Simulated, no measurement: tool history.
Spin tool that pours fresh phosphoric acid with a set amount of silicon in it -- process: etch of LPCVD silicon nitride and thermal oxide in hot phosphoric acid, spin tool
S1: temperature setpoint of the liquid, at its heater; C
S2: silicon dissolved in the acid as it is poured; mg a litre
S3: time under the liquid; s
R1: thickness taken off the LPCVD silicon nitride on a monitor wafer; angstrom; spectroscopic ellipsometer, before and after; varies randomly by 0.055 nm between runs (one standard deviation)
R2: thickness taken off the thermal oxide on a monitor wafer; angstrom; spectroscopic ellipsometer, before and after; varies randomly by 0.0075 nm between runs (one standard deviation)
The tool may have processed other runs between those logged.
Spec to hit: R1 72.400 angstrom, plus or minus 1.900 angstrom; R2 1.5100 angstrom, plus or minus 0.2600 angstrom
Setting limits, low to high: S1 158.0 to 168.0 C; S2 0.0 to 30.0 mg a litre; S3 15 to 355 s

run 1 hour=0.0 | S1=163.0 S2=13.0 S3=180 | R1=153.550 R2=4.3143
run 2 hour=4.2 | S1=164.5 S2=13.0 S3=180 | R1=161.780 R2=4.9596
run 3 hour=11.6 | S1=164.5 S2=6.0 S3=180 | R1=160.610 R2=5.8700
run 4 hour=17.7 | S1=164.5 S2=6.0 S3=110 | R1=100.060 R2=3.6953
run 5 hour=25.6 | S1=163.0 S2=8.5 S3=105 | R1=92.023 R2=2.8792
run 6 hour=29.8 | S1=162.0 S2=10.0 S3=100 | R1=83.849 R2=2.4674
run 7 hour=32.7 | S1=162.0 S2=10.0 S3=100 | R1=83.004 R2=2.3214
run 8 hour=34.6 | S1=161.5 S2=11.0 S3=100 | R1=83.094 R2=2.4345
run 9 hour=36.2 | S1=161.0 S2=13.5 S3=100 | R1=81.136 R2=2.0665

Of the 5 settings listed for the next run, only one would bring every result within its allowed miss of target. Which one?
run A hour=37.8 | S1=159.5 S2=30.0 S3=125 | R1=? R2=?
run B hour=37.8 | S1=164.5 S2=0.0 S3=95 | R1=? R2=?
run C hour=37.8 | S1=162.5 S2=6.0 S3=105 | R1=? R2=?
run D hour=37.8 | S1=162.5 S2=0.0 S3=85 | R1=? R2=?
run E hour=37.8 | S1=158.0 S2=18.5 S3=100 | R1=? R2=?

move=A R1=95.952 R2=1.4531
move=B R1=86.125 R2=3.5073
move=C R1=89.102 R2=2.9850
move=D R1=72.130 R2=2.7123
move=E R1=72.969 R2=1.5177
A: lands further from the targets than the last run did
B: lands further from the targets than the last run did
C: lands further from the targets than the last run did
D: gets the furthest-off result to its target, but another result is out of tolerance
E: every result lands within tolerance
Correct choice: E, which meets every target
